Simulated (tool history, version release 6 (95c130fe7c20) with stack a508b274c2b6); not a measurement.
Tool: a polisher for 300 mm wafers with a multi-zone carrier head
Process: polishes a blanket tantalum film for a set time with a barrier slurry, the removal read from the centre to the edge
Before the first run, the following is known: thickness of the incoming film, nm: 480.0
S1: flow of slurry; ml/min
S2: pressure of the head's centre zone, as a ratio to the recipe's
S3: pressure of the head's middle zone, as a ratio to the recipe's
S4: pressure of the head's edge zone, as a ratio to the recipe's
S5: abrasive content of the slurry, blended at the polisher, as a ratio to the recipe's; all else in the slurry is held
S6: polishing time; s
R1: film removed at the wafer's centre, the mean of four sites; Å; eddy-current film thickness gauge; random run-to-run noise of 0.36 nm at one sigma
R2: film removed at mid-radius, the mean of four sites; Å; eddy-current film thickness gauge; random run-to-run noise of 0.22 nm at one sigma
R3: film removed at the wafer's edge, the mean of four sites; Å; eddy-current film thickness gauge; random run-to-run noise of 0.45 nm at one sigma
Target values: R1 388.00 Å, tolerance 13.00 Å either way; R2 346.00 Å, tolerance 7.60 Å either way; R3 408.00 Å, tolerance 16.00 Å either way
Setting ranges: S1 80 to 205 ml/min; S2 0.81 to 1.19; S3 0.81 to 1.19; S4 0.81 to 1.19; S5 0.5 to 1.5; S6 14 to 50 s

| run | hour | S1 | S2 | S3 | S4 | S5 | S6 | R1 | R2 | R3 |
|---|---|---|---|---|---|---|---|---|---|---|
| 1 | 0.0 | 135 | 1.00 | 1.00 | 1.00 | 1.0 | 32 | 435.16 | 423.06 | 439.00 |
| 2 | 3.3 | 135 | 1.00 | 1.00 | 1.00 | 1.0 | 26 | 348.16 | 346.36 | 367.98 |
| 3 | 5.6 | 135 | 1.00 | 1.00 | 1.00 | 1.2 | 26 | 375.15 | 368.43 | 383.46 |
| 4 | 11.5 | 135 | 1.01 | 0.99 | 1.02 | 1.2 | 26 | 374.48 | 361.97 | 390.57 |
| 5 | 16.3 | 135 | 1.01 | 1.04 | 1.02 | 1.2 | 26 | 377.86 | 378.06 | 389.62 |
| 6 | 21.3 | 130 | 1.02 | 1.03 | 1.04 | 1.2 | 26 | 377.15 | 373.88 | 388.97 |
| 7 | 23.6 | 130 | 1.03 | 1.01 | 1.06 | 1.2 | 26 | 373.57 | 368.23 | 391.06 |
| 8 | 24.7 | 130 | 1.04 | 0.99 | 1.07 | 1.2 | 26 | 378.74 | 358.78 | 394.54 |
| 9 | 32.5 | 130 | 1.05 | 0.98 | 1.08 | 1.2 | 26 | 377.62 | 353.60 | 398.19 |

Which of these 4 next moves meets every target?
| A | 40.3 | 140 | 0.98 | 0.98 | 1.14 | 1.4 | 24 | ? | ? | ? |
| B | 40.3 | 130 | 1.05 | 0.92 | 1.10 | 1.3 | 26 | ? | ? | ? |
| C | 40.3 | 170 | 0.98 | 0.95 | 1.06 | 1.1 | 27 | ? | ? | ? |
| D | 40.3 | 120 | 0.90 | 0.92 | 1.17 | 1.2 | 28 | ? | ? | ? |

| move | R1 | R2 | R3 |
|---|---|---|---|
| A | 357.25 | 348.95 | 402.27 |
| B | 391.79 | 345.91 | 415.26 |
| C | 391.49 | 370.92 | 418.75 |
| D | 360.95 | 357.39 | 445.22 |
A: brings the last run's worst result on target, with another outside its allowed miss
B: every result lands within tolerance
C: its largest miss is bigger than the last run's
D: its largest miss is bigger than the last run's
The move that meets every target is B.

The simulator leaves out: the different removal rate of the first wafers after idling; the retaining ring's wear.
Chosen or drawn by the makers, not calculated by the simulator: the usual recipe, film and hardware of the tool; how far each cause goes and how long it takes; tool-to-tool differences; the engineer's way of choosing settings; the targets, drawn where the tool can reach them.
